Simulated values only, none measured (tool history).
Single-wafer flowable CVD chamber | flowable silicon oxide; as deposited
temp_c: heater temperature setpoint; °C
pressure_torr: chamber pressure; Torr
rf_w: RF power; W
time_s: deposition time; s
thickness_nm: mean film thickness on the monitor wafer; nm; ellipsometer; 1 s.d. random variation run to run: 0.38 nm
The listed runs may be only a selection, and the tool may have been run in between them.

Run 1, hour 0: temp_c 100 °C, pressure_torr 0.872 Torr, rf_w 1860 W, time_s 212 s. Result: thickness_nm 152.14 nm.
Run 2, hour 8.2: temp_c 100 °C, pressure_torr 0.872 Torr, rf_w 1860 W, time_s 202 s. Result: thickness_nm 144.82 nm.
Run 3, hour 10.2: temp_c 100 °C, pressure_torr 0.97 Torr, rf_w 1860 W, time_s 202 s. Result: thickness_nm 160.53 nm.
Run 4, hour 16.3: temp_c 100 °C, pressure_torr 0.97 Torr, rf_w 1860 W, time_s 202 s. Result: thickness_nm 159.81 nm.
Run 5, hour 21.6: temp_c 107 °C, pressure_torr 0.97 Torr, rf_w 1860 W, time_s 202 s. Result: thickness_nm 122.71 nm.
Run 6, hour 29.1: temp_c 118 °C, pressure_torr 0.97 Torr, rf_w 1860 W, time_s 202 s. Result: thickness_nm 83.199 nm.

Estimate the outcome of run 7 from the log above:
Run 7, hour 36.8: temp_c 117 °C, pressure_torr 0.97 Torr, rf_w 1860 W, time_s 202 s. Result: thickness_nm ?.

Run 7 came out at thickness_nm 86.498 nm.
